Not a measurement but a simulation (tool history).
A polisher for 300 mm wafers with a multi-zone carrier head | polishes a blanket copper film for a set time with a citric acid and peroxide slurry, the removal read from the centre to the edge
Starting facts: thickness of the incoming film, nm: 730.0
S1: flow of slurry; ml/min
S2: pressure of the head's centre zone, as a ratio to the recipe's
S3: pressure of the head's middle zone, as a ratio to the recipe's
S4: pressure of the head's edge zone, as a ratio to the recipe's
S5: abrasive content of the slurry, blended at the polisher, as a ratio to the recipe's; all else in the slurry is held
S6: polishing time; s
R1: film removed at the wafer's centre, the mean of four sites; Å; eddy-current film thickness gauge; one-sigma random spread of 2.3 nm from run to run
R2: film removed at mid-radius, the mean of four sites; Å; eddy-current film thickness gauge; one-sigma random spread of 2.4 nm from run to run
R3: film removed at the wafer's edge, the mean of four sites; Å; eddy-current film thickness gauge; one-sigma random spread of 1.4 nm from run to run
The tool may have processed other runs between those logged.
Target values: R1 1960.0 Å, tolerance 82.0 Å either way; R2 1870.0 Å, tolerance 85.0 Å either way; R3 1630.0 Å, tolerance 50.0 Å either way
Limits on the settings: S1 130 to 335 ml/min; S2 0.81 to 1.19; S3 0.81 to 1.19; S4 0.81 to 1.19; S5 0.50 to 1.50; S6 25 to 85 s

run	hour	S1	S2	S3	S4	S5	S6	R1	R2	R3
1	0.0	215	1.00	1.00	1.00	1.00	55	1380.4	1324.2	1351.2
2	6.1	220	1.02	1.02	1.00	1.05	55	1412.0	1391.7	1351.2
3	8.5	260	1.02	1.02	1.00	1.05	55	1465.6	1368.9	1396.5
4	15.8	235	1.02	1.02	1.00	1.05	55	1427.1	1347.5	1378.7
5	19.5	230	1.04	1.04	0.99	1.10	56	1457.1	1419.3	1377.2
6	23.2	230	1.04	1.04	1.05	1.10	56	1514.6	1454.1	1437.8
7	31.3	230	1.06	1.06	1.06	1.15	56	1530.1	1493.2	1445.5
8	34.7	235	1.08	1.07	1.06	1.20	57	1613.3	1515.2	1487.2
9	36.1	230	1.09	1.09	1.06	1.25	58	1663.2	1630.2	1537.8
10	42.2	235	1.10	1.10	1.06	1.25	58	1683.8	1580.4	1511.6
11	50.6	230	1.11	1.11	1.06	1.30	59	1695.9	1695.0	1598.0
12	57.9	235	1.12	1.12	1.05	1.30	60	1778.5	1728.3	1609.3

Exercise: of the 5 proposed moves below, exactly one satisfies all targets within the stated allowed misses. Which move is it?
A	65.2	310	1.18	1.01	1.04	1.05	63	?	?	?
B	65.2	170	1.00	1.15	1.05	1.20	66	?	?	?
C	65.2	270	1.19	1.12	1.05	1.35	57	?	?	?
D	65.2	230	1.19	1.19	1.05	1.30	62	?	?	?
E	65.2	300	1.14	1.04	0.97	1.40	61	?	?	?

move	R1	R2	R3
A	2016.7	1618.7	1643.1
B	1676.4	1793.5	1666.4
C	1911.8	1662.9	1554.8
D	2018.2	1853.0	1650.9
E	1998.7	1703.4	1640.2
A: puts the biggest miss on target and leaves a different result outside tolerance
B: further off than the last run
C: puts the biggest miss on target and leaves a different result outside tolerance
D: all results land within tolerance of their targets
E: puts the biggest miss on target and leaves a different result outside tolerance
Go with D: it meets all targets.
